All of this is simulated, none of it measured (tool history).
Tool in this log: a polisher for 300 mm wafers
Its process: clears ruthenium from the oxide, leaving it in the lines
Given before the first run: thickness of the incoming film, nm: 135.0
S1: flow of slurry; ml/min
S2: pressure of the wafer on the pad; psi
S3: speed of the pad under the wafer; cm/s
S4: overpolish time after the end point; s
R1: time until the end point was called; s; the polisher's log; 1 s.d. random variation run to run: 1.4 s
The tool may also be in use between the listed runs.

Run 1, hour 0: S1 295 ml/min, S2 2.4 psi, S3 88 cm/s, S4 14 s. Result: R1 142.84 s.
Run 2, hour 6.8: S1 360 ml/min, S2 2.4 psi, S3 88 cm/s, S4 14 s. Result: R1 140.73 s.
Run 3, hour 11.8: S1 360 ml/min, S2 2.5 psi, S3 88 cm/s, S4 14 s. Result: R1 135.24 s.
Run 4, hour 17.7: S1 360 ml/min, S2 2.5 psi, S3 70 cm/s, S4 14 s. Result: R1 163.63 s.
Run 5, hour 25.8: S1 360 ml/min, S2 2.6 psi, S3 70 cm/s, S4 14 s. Result: R1 157.51 s.
Run 6, hour 27.2: S1 360 ml/min, S2 2.6 psi, S3 70 cm/s, S4 11 s. Result: R1 160.52 s.

For run 7, what comes out?
Run 7, hour 28.8: S1 360 ml/min, S2 2.7 psi, S3 70 cm/s, S4 11 s. Result: R1 ?.

R1: 150.73 s
